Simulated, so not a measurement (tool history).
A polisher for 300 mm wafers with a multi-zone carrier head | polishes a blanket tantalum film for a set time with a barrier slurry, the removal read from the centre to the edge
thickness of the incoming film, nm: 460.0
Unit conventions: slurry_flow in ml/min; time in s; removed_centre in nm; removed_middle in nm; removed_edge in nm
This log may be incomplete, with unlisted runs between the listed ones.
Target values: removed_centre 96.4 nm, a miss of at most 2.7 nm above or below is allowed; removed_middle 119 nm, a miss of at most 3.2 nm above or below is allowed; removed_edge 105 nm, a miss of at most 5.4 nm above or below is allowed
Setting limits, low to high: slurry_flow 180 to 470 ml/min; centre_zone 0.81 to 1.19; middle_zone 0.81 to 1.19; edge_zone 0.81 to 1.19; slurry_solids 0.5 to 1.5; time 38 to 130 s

| run | day | slurry_flow | centre_zone | middle_zone | edge_zone | slurry_solids | time | removed_centre | removed_middle | removed_edge |
|---|---|---|---|---|---|---|---|---|---|---|
| 1 | 0 | 300 | 1 | 1 | 1 | 1 | 84 | 114.27 | 115.93 | 115.08 |
| 2 | 0.208 | 300 | 1 | 1 | 1 | 0.95 | 84 | 113.83 | 113.51 | 116.89 |
| 3 | 0.362 | 295 | 0.98 | 1.02 | 0.98 | 0.95 | 84 | 111.47 | 115.58 | 115.09 |
| 4 | 0.658 | 295 | 0.98 | 1.02 | 0.98 | 1.15 | 84 | 119.5 | 123.71 | 119.58 |
| 5 | 0.854 | 295 | 0.98 | 1.02 | 0.98 | 1.05 | 84 | 115.02 | 119.57 | 118.81 |
| 6 | 0.925 | 295 | 0.98 | 1.02 | 0.98 | 1.05 | 66 | 89.987 | 93.589 | 92.733 |
| 7 | 1.021 | 300 | 0.98 | 1.05 | 1 | 1.1 | 66 | 91.14 | 98.149 | 95.481 |
| 8 | 1.088 | 305 | 0.98 | 1.07 | 1.01 | 1.15 | 66 | 93.245 | 100.21 | 99.544 |
| 9 | 1.375 | 310 | 0.97 | 1.09 | 1 | 1.2 | 66 | 93.767 | 104.2 | 97.825 |
| 10 | 1.658 | 315 | 0.97 | 1.11 | 1.01 | 1.2 | 66 | 93.495 | 106.29 | 100.16 |
| 11 | 1.871 | 315 | 0.97 | 1.11 | 1.01 | 1.2 | 66 | 92.893 | 105.09 | 98.191 |
| 12 | 2.096 | 315 | 0.97 | 1.12 | 1.01 | 1.25 | 66 | 94.049 | 106.71 | 97.075 |
| 13 | 2.233 | 320 | 0.96 | 1.13 | 1.02 | 1.3 | 66 | 95.956 | 110.2 | 99.817 |
| 14 | 2.375 | 325 | 0.95 | 1.14 | 1.03 | 1.3 | 66 | 93.007 | 109.83 | 101.49 |
| 15 | 2.596 | 330 | 0.95 | 1.15 | 1.03 | 1.3 | 66 | 94.545 | 111.93 | 98.965 |

Exactly one of the 4 candidate moves below puts every result within its allowed miss. Which one?
| A | 2.817 | 390 | 1.01 | 1.12 | 0.85 | 1.1 | 67 | ? | ? | ? |
| B | 2.817 | 250 | 0.9 | 0.98 | 1.09 | 1.35 | 70 | ? | ? | ? |
| C | 2.817 | 260 | 0.89 | 0.97 | 1.03 | 1.15 | 80 | ? | ? | ? |
| D | 2.817 | 295 | 0.94 | 1.19 | 1.04 | 1.35 | 68 | ? | ? | ? |

| move | removed_centre | removed_middle | removed_edge |
|---|---|---|---|
| A | 97.867 | 106.74 | 89.533 |
| B | 91.941 | 101.16 | 107.45 |
| C | 99.767 | 110.02 | 114.66 |
| D | 95.466 | 118.21 | 103.31 |
A: misses by more than the last run did
B: misses by more than the last run did
C: misses by more than the last run did
D: each result inside its tolerance
The right move is D.

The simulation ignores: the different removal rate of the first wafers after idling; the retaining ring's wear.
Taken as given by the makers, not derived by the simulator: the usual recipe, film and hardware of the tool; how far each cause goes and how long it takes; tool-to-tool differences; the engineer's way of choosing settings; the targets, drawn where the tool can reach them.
